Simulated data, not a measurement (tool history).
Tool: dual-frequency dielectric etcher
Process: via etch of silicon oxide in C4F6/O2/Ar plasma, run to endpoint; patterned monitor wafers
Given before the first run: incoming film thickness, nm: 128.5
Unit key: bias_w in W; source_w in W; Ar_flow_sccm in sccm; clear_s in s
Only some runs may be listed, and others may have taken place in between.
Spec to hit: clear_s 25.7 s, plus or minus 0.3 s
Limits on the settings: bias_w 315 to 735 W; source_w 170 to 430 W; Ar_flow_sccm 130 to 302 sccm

run  hour  bias_w  source_w  Ar_flow_sccm  clear_s
  1     0     525       300           216   28.275
  2   1.7     525       270           216   28.867
  3   5.9     553       270           216    28.17
  4  13.3     572       270           216   27.628
  5  18.5     631       270           216    26.17
  6  20.2     631       250           216    26.49
  7  28.6     637       250           216   26.534
  8  31.4     643       250           216   26.332
  9    34     648       250           216   26.223

Pick the move, out of 4, that brings all results within their allowed miss; only one does.
  A  36.6     649       270           212        ?
  B  36.6     658       240           242        ?
  C  36.6     656       220           215        ?
  D  36.6     601       290           209        ?

move  clear_s
   A   25.869
   B   26.534
   C   26.689
   D   26.529
A: each result inside its tolerance
B: further off than the last run
C: further off than the last run
D: further off than the last run
Answer: A
